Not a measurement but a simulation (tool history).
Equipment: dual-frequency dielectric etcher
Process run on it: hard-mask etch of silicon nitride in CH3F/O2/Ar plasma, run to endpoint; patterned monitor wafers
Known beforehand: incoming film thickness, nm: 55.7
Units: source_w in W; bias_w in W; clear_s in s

run	hour	source_w	bias_w	clear_s
1	0.0	290	77	89.565
2	5.3	270	77	90.523
3	11.8	290	77	89.349
4	14.6	270	77	91.477
5	16.5	270	64	97.842
6	22.7	270	59	102.610

What will run 7 give?
7	26.0	270	59	?

clear_s: 101.100 s
